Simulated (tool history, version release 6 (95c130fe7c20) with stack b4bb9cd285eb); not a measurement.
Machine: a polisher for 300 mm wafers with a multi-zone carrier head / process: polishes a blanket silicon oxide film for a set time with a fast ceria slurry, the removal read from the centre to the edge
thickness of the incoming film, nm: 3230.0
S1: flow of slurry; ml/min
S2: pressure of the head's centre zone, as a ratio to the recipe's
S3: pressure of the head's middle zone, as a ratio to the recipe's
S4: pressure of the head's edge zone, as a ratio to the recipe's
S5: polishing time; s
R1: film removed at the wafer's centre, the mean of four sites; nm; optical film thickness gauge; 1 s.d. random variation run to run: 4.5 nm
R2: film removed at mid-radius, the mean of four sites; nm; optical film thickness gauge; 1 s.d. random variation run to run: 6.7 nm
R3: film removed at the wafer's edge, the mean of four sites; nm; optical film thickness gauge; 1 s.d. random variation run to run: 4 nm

| run | hour | S1 | S2 | S3 | S4 | S5 | R1 | R2 | R3 |
|---|---|---|---|---|---|---|---|---|---|
| 1 | 0 | 140 | 1 | 1 | 1 | 41 | 657.86 | 670.51 | 673.3 |
| 2 | 1.9 | 135 | 1 | 0.99 | 0.99 | 41 | 655.39 | 659.45 | 673.42 |
| 3 | 2.8 | 130 | 1 | 0.98 | 0.98 | 41 | 634.89 | 653.48 | 660.69 |
| 4 | 7.6 | 130 | 0.94 | 0.98 | 0.98 | 41 | 621.9 | 644.64 | 660.52 |
| 5 | 13.3 | 130 | 0.94 | 1.05 | 0.98 | 41 | 621.29 | 682 | 669.78 |
| 6 | 18.1 | 130 | 0.87 | 1.05 | 0.98 | 41 | 593.38 | 682.67 | 655.89 |
| 7 | 24.5 | 130 | 0.88 | 1.03 | 0.97 | 41 | 590.37 | 662.69 | 662.55 |
| 8 | 25.9 | 130 | 0.89 | 1.02 | 0.96 | 41 | 596.31 | 668.29 | 660.23 |

Run 9 comes next. What will it give?
| 9 | 26.4 | 95 | 0.97 | 0.92 | 0.86 | 38 | ? | ? | ? |

R1: 533.94 nm
R2: 522.94 nm
R3: 559.29 nm
